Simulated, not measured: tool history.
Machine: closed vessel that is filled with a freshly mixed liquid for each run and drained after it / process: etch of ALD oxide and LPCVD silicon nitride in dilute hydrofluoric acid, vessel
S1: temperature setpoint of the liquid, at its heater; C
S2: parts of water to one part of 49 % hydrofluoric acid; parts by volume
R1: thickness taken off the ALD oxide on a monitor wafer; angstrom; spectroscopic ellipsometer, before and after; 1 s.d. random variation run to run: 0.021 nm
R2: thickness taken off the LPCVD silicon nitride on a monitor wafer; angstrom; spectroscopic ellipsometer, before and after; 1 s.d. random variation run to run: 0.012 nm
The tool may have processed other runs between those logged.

run 1 hour=0 | S1=20 S2=75 time_in_the_liquid_(s)=65 | R1=90.306 R2=3.4122
run 2 hour=3.3 | S1=20 S2=75 time_in_the_liquid_(s)=80 | R1=110.29 R2=3.2154
run 3 hour=11.7 | S1=19.5 S2=90 time_in_the_liquid_(s)=75 | R1=84.954 R2=3.3603
run 4 hour=17.8 | S1=19.5 S2=65 time_in_the_liquid_(s)=75 | R1=117.12 R2=4.254
run 5 hour=24.1 | S1=19.5 S2=95 time_in_the_liquid_(s)=75 | R1=77.993 R2=2.2741
run 6 hour=25.1 | S1=19.5 S2=95 time_in_the_liquid_(s)=50 | R1=52.794 R2=2.0082
run 7 hour=26.3 | S1=19 S2=105 time_in_the_liquid_(s)=50 | R1=45.635 R2=1.8724
-- hour=32.6 hydrofluoric acid flow meter replaced
run 8 hour=32.6 | S1=18.5 S2=115 time_in_the_liquid_(s)=50 | R1=38.448 R2=1.4128
run 9 hour=37.4 | S1=18.5 S2=120 time_in_the_liquid_(s)=50 | R1=36.155 R2=1.2906

What will run 10 give?
run 10 hour=42.4 | S1=18.5 S2=125 time_in_the_liquid_(s)=50 | R1=? R2=?

{"run 10": {"R1": 34.671, "R2": 1.4198}}

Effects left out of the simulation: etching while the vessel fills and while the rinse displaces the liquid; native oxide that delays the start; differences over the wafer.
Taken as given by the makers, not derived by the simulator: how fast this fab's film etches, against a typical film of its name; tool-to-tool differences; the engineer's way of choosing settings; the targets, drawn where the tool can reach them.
